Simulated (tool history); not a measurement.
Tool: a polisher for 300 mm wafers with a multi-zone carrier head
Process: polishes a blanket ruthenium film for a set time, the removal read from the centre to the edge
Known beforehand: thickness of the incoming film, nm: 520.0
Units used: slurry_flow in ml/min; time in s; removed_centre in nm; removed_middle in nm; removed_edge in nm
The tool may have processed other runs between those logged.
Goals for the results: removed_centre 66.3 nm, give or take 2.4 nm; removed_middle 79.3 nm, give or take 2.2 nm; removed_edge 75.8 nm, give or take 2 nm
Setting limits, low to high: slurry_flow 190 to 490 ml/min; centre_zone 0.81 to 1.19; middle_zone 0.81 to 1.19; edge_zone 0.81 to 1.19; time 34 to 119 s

run 1 hour=0 | slurry_flow=315 centre_zone=1 middle_zone=1 edge_zone=1 time=76 | removed_centre=68.228 removed_middle=76.785 removed_edge=75.942
run 2 hour=5.8 | slurry_flow=315 centre_zone=1 middle_zone=1 edge_zone=1 time=65 | removed_centre=58.684 removed_middle=65.438 removed_edge=64.5
run 3 hour=14.4 | slurry_flow=315 centre_zone=1 middle_zone=1 edge_zone=0.92 time=65 | removed_centre=57.454 removed_middle=64.973 removed_edge=62.485
run 4 hour=23.3 | slurry_flow=315 centre_zone=1 middle_zone=0.92 edge_zone=0.92 time=65 | removed_centre=59.333 removed_middle=61.858 removed_edge=62.817
run 5 hour=31.6 | slurry_flow=315 centre_zone=1 middle_zone=0.92 edge_zone=0.92 time=47 | removed_centre=42.332 removed_middle=44.751 removed_edge=45.033
run 6 hour=32.7 | slurry_flow=315 centre_zone=1 middle_zone=0.96 edge_zone=0.92 time=47 | removed_centre=41.522 removed_middle=46.192 removed_edge=45.198
run 7 hour=33.5 | slurry_flow=320 centre_zone=1 middle_zone=0.98 edge_zone=0.95 time=51 | removed_centre=45.017 removed_middle=50.52 removed_edge=50.116
run 8 hour=38.6 | slurry_flow=320 centre_zone=1 middle_zone=0.98 edge_zone=0.95 time=51 | removed_centre=46.413 removed_middle=50.876 removed_edge=50.33
-- hour=46.3 centre zone pressure recalibrated
run 9 hour=46.3 | slurry_flow=330 centre_zone=1 middle_zone=1.01 edge_zone=0.98 time=54 | removed_centre=55.135 removed_middle=54.956 removed_edge=54.019
run 10 hour=52.6 | slurry_flow=325 centre_zone=0.98 middle_zone=1.03 edge_zone=1 time=57 | removed_centre=56.513 removed_middle=57.643 removed_edge=57.316
run 11 hour=57.6 | slurry_flow=305 centre_zone=0.99 middle_zone=1.04 edge_zone=1.01 time=60 | removed_centre=59.892 removed_middle=62.069 removed_edge=60.983
run 12 hour=62.2 | slurry_flow=295 centre_zone=0.97 middle_zone=1.04 edge_zone=1 time=62 | removed_centre=61.497 removed_middle=64.233 removed_edge=61.376
run 13 hour=70.8 | slurry_flow=305 centre_zone=1 middle_zone=1.05 edge_zone=0.99 time=64 | removed_centre=65.82 removed_middle=66.636 removed_edge=64.607
run 14 hour=79.6 | slurry_flow=315 centre_zone=0.97 middle_zone=1.05 edge_zone=1.01 time=66 | removed_centre=64.683 removed_middle=69.007 removed_edge=66.675
run 15 hour=82.1 | slurry_flow=325 centre_zone=0.95 middle_zone=1.05 edge_zone=1.02 time=67 | removed_centre=65.018 removed_middle=70.034 removed_edge=68.468
run 16 hour=88.7 | slurry_flow=330 centre_zone=0.93 middle_zone=1.06 edge_zone=1.02 time=68 | removed_centre=63.315 removed_middle=72.008 removed_edge=68.899
run 17 hour=91.1 | slurry_flow=360 centre_zone=0.95 middle_zone=1.13 edge_zone=1.12 time=71 | removed_centre=69.127 removed_middle=77.814 removed_edge=76.745

Which of these 5 next moves meets every target?
run A hour=93.5 | slurry_flow=300 centre_zone=1.03 middle_zone=1.05 edge_zone=1.16 time=72 | removed_centre=? removed_middle=? removed_edge=?
run B hour=93.5 | slurry_flow=300 centre_zone=0.92 middle_zone=1.16 edge_zone=1.13 time=71 | removed_centre=? removed_middle=? removed_edge=?
run C hour=93.5 | slurry_flow=365 centre_zone=0.91 middle_zone=1.08 edge_zone=1.14 time=70 | removed_centre=? removed_middle=? removed_edge=?
run D hour=93.5 | slurry_flow=345 centre_zone=1.02 middle_zone=1.13 edge_zone=1.11 time=71 | removed_centre=? removed_middle=? removed_edge=?
run E hour=93.5 | slurry_flow=345 centre_zone=0.97 middle_zone=1.16 edge_zone=1.11 time=72 | removed_centre=? removed_middle=? removed_edge=?

move=A removed_centre=73.891 removed_middle=74.291 removed_edge=76.75
move=B removed_centre=65.065 removed_middle=78.501 removed_edge=74.582
move=C removed_centre=64.609 removed_middle=74.923 removed_edge=74.89
move=D removed_centre=73.174 removed_middle=77.999 removed_edge=74.63
move=E removed_centre=70.551 removed_middle=80.573 removed_edge=75.658
A: the biggest miss grows against the last run
B: in spec on every target
C: brings the last run's worst result on target, with another outside its allowed miss
D: the biggest miss grows against the last run
E: the biggest miss grows against the last run
Move B is the one to make.
